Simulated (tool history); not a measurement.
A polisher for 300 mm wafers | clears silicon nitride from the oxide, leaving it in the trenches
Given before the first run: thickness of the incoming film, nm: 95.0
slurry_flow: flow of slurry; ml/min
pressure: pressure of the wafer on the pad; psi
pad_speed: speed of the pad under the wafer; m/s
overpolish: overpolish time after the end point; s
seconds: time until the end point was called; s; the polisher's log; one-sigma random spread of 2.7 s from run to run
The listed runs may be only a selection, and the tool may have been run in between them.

run,hour,slurry_flow,pressure,pad_speed,overpolish,seconds
1,0.0,285,2.9,1.10,22,102.850
2,3.2,285,2.6,1.08,22,113.400
3,8.5,285,2.4,1.06,22,121.840
4,11.8,285,2.8,1.06,22,104.590
5,17.2,225,2.8,1.06,22,106.560
6,20.9,225,2.8,1.18,22,99.265

Run 7, settings as shown, results not yet in. Your forecast:
7,27.3,225,2.5,1.16,22,?

Run 7 gave seconds 111.950 s.

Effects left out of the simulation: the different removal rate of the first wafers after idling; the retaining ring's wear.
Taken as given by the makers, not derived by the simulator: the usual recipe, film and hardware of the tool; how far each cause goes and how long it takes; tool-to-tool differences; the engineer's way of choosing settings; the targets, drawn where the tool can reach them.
